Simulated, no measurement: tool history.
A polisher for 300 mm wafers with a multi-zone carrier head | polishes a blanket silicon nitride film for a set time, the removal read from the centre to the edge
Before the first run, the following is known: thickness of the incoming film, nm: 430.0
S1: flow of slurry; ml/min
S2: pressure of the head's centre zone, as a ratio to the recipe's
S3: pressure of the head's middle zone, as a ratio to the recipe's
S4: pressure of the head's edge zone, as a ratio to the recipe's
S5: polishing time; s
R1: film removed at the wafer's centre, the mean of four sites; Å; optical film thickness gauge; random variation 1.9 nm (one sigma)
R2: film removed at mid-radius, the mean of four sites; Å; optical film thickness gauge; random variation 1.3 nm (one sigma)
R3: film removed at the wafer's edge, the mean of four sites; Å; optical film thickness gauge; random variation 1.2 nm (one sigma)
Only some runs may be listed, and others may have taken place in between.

| run | hour | S1 | S2 | S3 | S4 | S5 | R1 | R2 | R3 |
|---|---|---|---|---|---|---|---|---|---|
| 1 | 0.0 | 210 | 1.00 | 1.00 | 1.00 | 43 | 789.91 | 843.22 | 825.95 |
| 2 | 0.7 | 210 | 1.00 | 1.00 | 1.08 | 43 | 752.81 | 851.91 | 848.04 |
| 3 | 3.8 | 210 | 1.00 | 1.00 | 1.08 | 35 | 634.12 | 693.68 | 702.64 |
| 4 | 7.7 | 210 | 1.00 | 0.97 | 1.08 | 35 | 620.84 | 670.76 | 706.33 |
| 5 | 13.2 | 215 | 1.02 | 0.96 | 1.07 | 37 | 685.26 | 713.13 | 741.67 |
| 6 | 18.6 | 220 | 1.04 | 0.94 | 1.08 | 39 | 718.31 | 731.84 | 782.52 |
| 7 | 20.1 | 225 | 1.06 | 0.93 | 1.08 | 41 | 787.87 | 763.71 | 827.46 |
| 8 | 22.7 | 230 | 1.07 | 0.93 | 1.08 | 42 | 821.39 | 789.83 | 856.33 |

Predict the results of run 9:
| 9 | 28.3 | 235 | 1.08 | 0.93 | 1.08 | 43 | ? | ? | ? |

{"run 9": {"R1": 837.79, "R2": 824.23, "R3": 880.07}}
